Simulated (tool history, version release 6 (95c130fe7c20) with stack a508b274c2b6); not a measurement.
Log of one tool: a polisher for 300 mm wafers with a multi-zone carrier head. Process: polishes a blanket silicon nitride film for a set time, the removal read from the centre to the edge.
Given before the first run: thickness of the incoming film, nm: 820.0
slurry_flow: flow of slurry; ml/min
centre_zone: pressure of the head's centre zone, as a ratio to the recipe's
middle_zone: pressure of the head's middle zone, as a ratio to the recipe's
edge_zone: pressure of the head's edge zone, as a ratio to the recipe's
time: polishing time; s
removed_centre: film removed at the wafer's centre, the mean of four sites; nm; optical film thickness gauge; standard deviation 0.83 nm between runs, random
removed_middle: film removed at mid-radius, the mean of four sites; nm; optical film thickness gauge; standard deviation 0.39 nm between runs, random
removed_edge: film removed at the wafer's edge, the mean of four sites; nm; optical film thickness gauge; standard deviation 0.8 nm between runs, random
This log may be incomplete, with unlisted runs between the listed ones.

Run 1, hour 0.0: slurry_flow 160 ml/min, centre_zone 1.00, middle_zone 1.00, edge_zone 1.00, time 57 s. Result: removed_centre 85.800 nm, removed_middle 96.665 nm, removed_edge 97.788 nm.
Run 2, hour 6.3: slurry_flow 160 ml/min, centre_zone 1.00, middle_zone 1.05, edge_zone 1.00, time 57 s. Result: removed_centre 86.255 nm, removed_middle 99.158 nm, removed_edge 93.677 nm.
Run 3, hour 8.8: slurry_flow 160 ml/min, centre_zone 1.00, middle_zone 1.05, edge_zone 1.00, time 44 s. Result: removed_centre 66.891 nm, removed_middle 77.137 nm, removed_edge 74.323 nm.
Run 4, hour 16.4: slurry_flow 160 ml/min, centre_zone 0.95, middle_zone 1.05, edge_zone 1.00, time 44 s. Result: removed_centre 62.787 nm, removed_middle 77.843 nm, removed_edge 73.128 nm.
Run 5, hour 20.7: slurry_flow 160 ml/min, centre_zone 0.95, middle_zone 1.05, edge_zone 0.97, time 44 s. Result: removed_centre 62.905 nm, removed_middle 77.470 nm, removed_edge 73.427 nm.
Run 6, hour 29.4: slurry_flow 155 ml/min, centre_zone 0.98, middle_zone 1.04, edge_zone 0.96, time 43 s. Result: removed_centre 64.569 nm, removed_middle 74.421 nm, removed_edge 69.767 nm.

Estimate the outcome of run 7 from the log above:
Run 7, hour 38.1: slurry_flow 150 ml/min, centre_zone 0.99, middle_zone 1.02, edge_zone 0.95, time 43 s. Result: removed_centre ?, removed_middle ?, removed_edge ?.

{"run 7": {"removed_centre": 64.303, "removed_middle": 73.747, "removed_edge": 70.196}}
